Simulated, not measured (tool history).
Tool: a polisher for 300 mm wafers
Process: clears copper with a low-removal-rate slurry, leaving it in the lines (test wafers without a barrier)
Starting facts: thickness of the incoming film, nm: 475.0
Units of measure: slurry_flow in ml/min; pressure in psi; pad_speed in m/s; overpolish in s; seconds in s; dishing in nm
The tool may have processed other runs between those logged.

run 1 hour=0.0 | slurry_flow=280 pressure=2.8 pad_speed=1.04 slurry_solids=1.0 overpolish=18 | seconds=183.79 dishing=26.767
run 2 hour=6.2 | slurry_flow=280 pressure=2.8 pad_speed=1.16 slurry_solids=1.0 overpolish=18 | seconds=163.13 dishing=30.006
run 3 hour=10.6 | slurry_flow=280 pressure=2.6 pad_speed=1.16 slurry_solids=1.0 overpolish=17 | seconds=176.35 dishing=27.295
run 4 hour=16.4 | slurry_flow=280 pressure=2.5 pad_speed=1.16 slurry_solids=1.0 overpolish=16 | seconds=183.69 dishing=24.038
run 5 hour=19.7 | slurry_flow=280 pressure=2.4 pad_speed=1.16 slurry_solids=1.0 overpolish=16 | seconds=184.92 dishing=24.218
run 6 hour=21.6 | slurry_flow=280 pressure=2.3 pad_speed=1.16 slurry_solids=1.0 overpolish=16 | seconds=196.33 dishing=22.083

For run 7, what comes out?
run 7 hour=22.1 | slurry_flow=280 pressure=2.2 pad_speed=1.16 slurry_solids=1.0 overpolish=16 | seconds=? dishing=?

seconds: 200.84 s
dishing: 22.486 nm

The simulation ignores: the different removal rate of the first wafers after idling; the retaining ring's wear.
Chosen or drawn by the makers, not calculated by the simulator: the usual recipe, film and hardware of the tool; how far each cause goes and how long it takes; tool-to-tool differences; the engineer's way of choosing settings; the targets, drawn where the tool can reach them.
